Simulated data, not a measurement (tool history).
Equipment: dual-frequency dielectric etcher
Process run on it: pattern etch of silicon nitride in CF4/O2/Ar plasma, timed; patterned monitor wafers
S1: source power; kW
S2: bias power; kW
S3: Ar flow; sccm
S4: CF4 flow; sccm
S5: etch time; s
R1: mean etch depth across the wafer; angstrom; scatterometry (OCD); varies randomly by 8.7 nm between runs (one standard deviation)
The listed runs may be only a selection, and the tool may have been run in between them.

Run 1, hour 0.0: S1 0.550 kW, S2 0.051 kW, S3 136 sccm, S4 96 sccm, S5 741.0 s. Result: R1 14755 angstrom.
Run 2, hour 3.3: S1 0.540 kW, S2 0.051 kW, S3 136 sccm, S4 96 sccm, S5 741.0 s. Result: R1 14590 angstrom.
Run 3, hour 8.3: S1 0.540 kW, S2 0.051 kW, S3 116 sccm, S4 96 sccm, S5 741.0 s. Result: R1 14839 angstrom.
Run 4, hour 12.1: S1 0.530 kW, S2 0.051 kW, S3 116 sccm, S4 96 sccm, S5 741.0 s. Result: R1 14705 angstrom.
Run 5, hour 16.2: S1 0.520 kW, S2 0.051 kW, S3 116 sccm, S4 96 sccm, S5 741.0 s. Result: R1 14431 angstrom.
Run 6, hour 19.2: S1 0.510 kW, S2 0.051 kW, S3 116 sccm, S4 96 sccm, S5 741.0 s. Result: R1 14331 angstrom.
Run 7, hour 22.2: S1 0.500 kW, S2 0.051 kW, S3 116 sccm, S4 96 sccm, S5 741.0 s. Result: R1 14149 angstrom.

Expected results for the next run?
Run 8, hour 26.8: S1 0.500 kW, S2 0.051 kW, S3 116 sccm, S4 96 sccm, S5 741.0 s. Result: R1 ?.

Run 8 came out at R1 13834 angstrom.
